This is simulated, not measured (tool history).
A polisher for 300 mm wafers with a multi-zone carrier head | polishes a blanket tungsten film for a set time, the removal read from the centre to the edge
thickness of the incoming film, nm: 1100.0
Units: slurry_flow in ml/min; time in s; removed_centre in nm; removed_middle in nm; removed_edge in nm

{"run": 1, "day": 0.0, "slurry_flow": 300, "centre_zone": 1, "middle_zone": 1, "edge_zone": 1, "slurry_solids": 1, "time": 31, "removed_centre": 117.84, "removed_middle": 118.57, "removed_edge": 114.21}
{"run": 2, "day": 0.221, "slurry_flow": 305, "centre_zone": 1.03, "middle_zone": 1, "edge_zone": 1.03, "slurry_solids": 1.1, "time": 31, "removed_centre": 126.25, "removed_middle": 121.07, "removed_edge": 117.06}
{"run": 3, "day": 0.571, "slurry_flow": 305, "centre_zone": 1.04, "middle_zone": 0.99, "edge_zone": 1.06, "slurry_solids": 1.2, "time": 31, "removed_centre": 128.64, "removed_middle": 122.02, "removed_edge": 123.53}
{"run": 4, "day": 0.817, "slurry_flow": 310, "centre_zone": 1.06, "middle_zone": 1, "edge_zone": 1.08, "slurry_solids": 1.25, "time": 31, "removed_centre": 134.22, "removed_middle": 123.29, "removed_edge": 124.43}
{"run": 5, "day": 0.912, "slurry_flow": 310, "centre_zone": 1.06, "middle_zone": 0.92, "edge_zone": 1.08, "slurry_solids": 1.25, "time": 31, "removed_centre": 135.46, "removed_middle": 118.46, "removed_edge": 128.42}
{"run": 6, "day": 1.092, "slurry_flow": 310, "centre_zone": 0.98, "middle_zone": 0.92, "edge_zone": 1.08, "slurry_solids": 1.25, "time": 31, "removed_centre": 122.66, "removed_middle": 117.15, "removed_edge": 129.35}
{"run": 7, "day": 1.329, "slurry_flow": 315, "centre_zone": 1.01, "middle_zone": 0.94, "edge_zone": 1.09, "slurry_solids": 1.3, "time": 31, "removed_centre": 128.8, "removed_middle": 121.4, "removed_edge": 132.28}
{"run": 8, "day": 1.633, "slurry_flow": 325, "centre_zone": 1.03, "middle_zone": 0.95, "edge_zone": 1.09, "slurry_solids": 1.35, "time": 31, "removed_centre": 133.31, "removed_middle": 121.7, "removed_edge": 129.58}

Run 9 comes next. What will it give?
{"run": 9, "day": 1.896, "slurry_flow": 325, "centre_zone": 1.04, "middle_zone": 0.96, "edge_zone": 1.1, "slurry_solids": 1.4, "time": 31, "removed_centre": "?", "removed_middle": "?", "removed_edge": "?"}

{"run 9": {"removed_centre": 135.34, "removed_middle": 128.64, "removed_edge": 132.2}}
